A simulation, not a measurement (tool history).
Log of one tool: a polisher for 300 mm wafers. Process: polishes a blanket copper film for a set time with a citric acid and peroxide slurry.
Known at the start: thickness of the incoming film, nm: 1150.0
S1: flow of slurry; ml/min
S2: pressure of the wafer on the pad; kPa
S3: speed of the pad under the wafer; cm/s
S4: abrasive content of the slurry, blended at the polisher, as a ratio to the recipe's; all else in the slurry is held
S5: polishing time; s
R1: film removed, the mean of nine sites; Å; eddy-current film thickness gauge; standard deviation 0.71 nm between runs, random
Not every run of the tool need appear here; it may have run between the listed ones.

run,hour,S1,S2,S3,S4,S5,R1
1,0.0,235,20.0,100,1.0,54,1072.10
2,8.3,235,16.5,98,1.0,54,883.56
3,11.1,235,14.5,98,1.0,54,757.96
4,17.0,235,13.8,98,1.0,54,726.98
5,22.1,235,15.9,98,1.0,54,831.30
6,24.0,235,14.5,98,1.0,54,763.11

What does the tool deliver on the next run?
7,25.5,235,13.1,98,1.0,54,?

R1: 692.55 Å

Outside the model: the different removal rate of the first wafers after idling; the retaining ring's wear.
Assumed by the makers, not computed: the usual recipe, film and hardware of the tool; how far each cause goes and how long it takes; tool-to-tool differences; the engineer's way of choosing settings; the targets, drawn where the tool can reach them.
